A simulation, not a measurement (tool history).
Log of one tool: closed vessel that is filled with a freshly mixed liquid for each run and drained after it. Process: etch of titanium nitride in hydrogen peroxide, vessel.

run  hour  temperature setpoint of the liquid (C)  concentration of hydrogen peroxide in the mixed liquid (% by weight)  time in the liquid (s)  thickness taken off the titanium nitride on a monitor wafer (angstrom)
  1     0                                      55                                                                    23                     110                                                                  82.351
  2   3.8                                      55                                                                    23                     115                                                                  85.589
  3   6.4                                      54                                                                    23                     115                                                                  80.464
  4  10.8                                      54                                                                  24.5                     115                                                                  82.149
  5  17.7                                    53.5                                                                  24.5                     115                                                                  78.106
     18.3  -- thermometer replaced
  6  18.3                                    53.5                                                                    28                     115                                                                  86.757

Run 7 comes next. What will it give?
  7  22.4                                    52.5                                                                    28                     115                                                                       ?

{"run 7": {"thickness taken off the titanium nitride on a monitor wafer (angstrom)": 80.473}}

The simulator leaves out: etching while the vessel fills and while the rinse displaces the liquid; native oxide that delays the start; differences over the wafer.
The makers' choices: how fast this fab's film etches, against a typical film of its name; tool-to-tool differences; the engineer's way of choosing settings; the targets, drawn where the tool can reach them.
